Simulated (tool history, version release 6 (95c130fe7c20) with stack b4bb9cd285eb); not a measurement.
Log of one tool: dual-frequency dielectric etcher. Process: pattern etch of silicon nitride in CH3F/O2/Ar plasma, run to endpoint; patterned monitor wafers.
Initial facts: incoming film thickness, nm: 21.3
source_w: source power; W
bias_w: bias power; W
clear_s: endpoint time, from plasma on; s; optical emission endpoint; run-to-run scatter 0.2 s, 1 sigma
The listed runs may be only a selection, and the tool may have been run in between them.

run 1 hour=0 | source_w=320 bias_w=87 | clear_s=34.33
run 2 hour=9 | source_w=360 bias_w=87 | clear_s=32.73
run 3 hour=16.2 | source_w=310 bias_w=87 | clear_s=34.62
run 4 hour=25.1 | source_w=310 bias_w=95 | clear_s=33.642
run 5 hour=33.2 | source_w=310 bias_w=81 | clear_s=35.352
run 6 hour=35.1 | source_w=310 bias_w=74 | clear_s=36.829

Run 7 has not been measured yet. What should we expect?
run 7 hour=37.6 | source_w=290 bias_w=73 | clear_s=?

Run 7 yielded clear_s 38.127 s.
